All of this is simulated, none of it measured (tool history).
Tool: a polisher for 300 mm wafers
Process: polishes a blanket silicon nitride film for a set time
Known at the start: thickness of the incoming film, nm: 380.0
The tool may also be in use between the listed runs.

run,hour,flow of slurry (ml/min),pressure of the wafer on the pad (kPa),speed of the pad under the wafer (cm/s),polishing time (s),film removed (angstrom)
1,0,305,29.6,134,73,2232.5
2,1.1,305,29.6,134,73,2245.5
3,9.9,305,26.9,134,73,2046.4
4,17.6,305,26.9,160,73,2310.1
5,23.1,305,31,162,73,2632.7
6,29.7,305,34.5,164,73,2838.7
7,37.3,305,34.5,164,73,2871.7

Run 8 comes next. What will it give?
8,38.4,305,37.2,166,73,?

Run 8 gave film removed (angstrom) 3055.2.

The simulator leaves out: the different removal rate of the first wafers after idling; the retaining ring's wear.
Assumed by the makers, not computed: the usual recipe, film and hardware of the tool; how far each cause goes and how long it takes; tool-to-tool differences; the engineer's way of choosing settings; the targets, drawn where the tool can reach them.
